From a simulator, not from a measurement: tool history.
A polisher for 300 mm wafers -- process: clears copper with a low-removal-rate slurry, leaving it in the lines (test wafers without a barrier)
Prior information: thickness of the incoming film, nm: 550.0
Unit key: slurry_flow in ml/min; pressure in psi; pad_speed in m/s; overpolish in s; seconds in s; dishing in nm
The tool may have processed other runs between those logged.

{"run": 1, "day": 0.0, "slurry_flow": 165, "pressure": 3.4, "pad_speed": 1.14, "slurry_solids": 1.0, "overpolish": 30, "seconds": 119.27, "dishing": 36.893}
{"run": 2, "day": 0.183, "slurry_flow": 170, "pressure": 3.0, "pad_speed": 1.16, "slurry_solids": 1.05, "overpolish": 26, "seconds": 133.99, "dishing": 35.302}
{"run": 3, "day": 0.508, "slurry_flow": 205, "pressure": 3.0, "pad_speed": 1.16, "slurry_solids": 1.05, "overpolish": 26, "seconds": 128.91, "dishing": 35.394}
{"run": 4, "day": 0.65, "slurry_flow": 215, "pressure": 2.7, "pad_speed": 1.2, "slurry_solids": 0.95, "overpolish": 23, "seconds": 141.97, "dishing": 33.373}
{"run": 5, "day": 0.825, "slurry_flow": 195, "pressure": 2.7, "pad_speed": 1.2, "slurry_solids": 0.95, "overpolish": 23, "seconds": 148.0, "dishing": 34.295}
{"run": 6, "day": 1.029, "slurry_flow": 195, "pressure": 2.7, "pad_speed": 0.96, "slurry_solids": 0.95, "overpolish": 23, "seconds": 176.05, "dishing": 30.757}
{"run": 7, "day": 1.129, "slurry_flow": 205, "pressure": 2.9, "pad_speed": 0.88, "slurry_solids": 0.85, "overpolish": 20, "seconds": 182.27, "dishing": 28.745}
{"run": 8, "day": 1.421, "slurry_flow": 215, "pressure": 3.2, "pad_speed": 0.82, "slurry_solids": 0.8, "overpolish": 18, "seconds": 177.91, "dishing": 27.393}
{"run": 9, "day": 1.783, "slurry_flow": 225, "pressure": 3.5, "pad_speed": 0.76, "slurry_solids": 0.75, "overpolish": 16, "seconds": 173.88, "dishing": 25.845}
{"run": 10, "day": 2.062, "slurry_flow": 230, "pressure": 3.7, "pad_speed": 0.72, "slurry_solids": 0.7, "overpolish": 15, "seconds": 174.29, "dishing": 25.686}

Run 11 has not been measured yet. What should we expect?
{"run": 11, "day": 2.112, "slurry_flow": 230, "pressure": 3.7, "pad_speed": 0.72, "slurry_solids": 0.7, "overpolish": 15, "seconds": "?", "dishing": "?"}

{"run 11": {"seconds": 174.54, "dishing": 25.473}}

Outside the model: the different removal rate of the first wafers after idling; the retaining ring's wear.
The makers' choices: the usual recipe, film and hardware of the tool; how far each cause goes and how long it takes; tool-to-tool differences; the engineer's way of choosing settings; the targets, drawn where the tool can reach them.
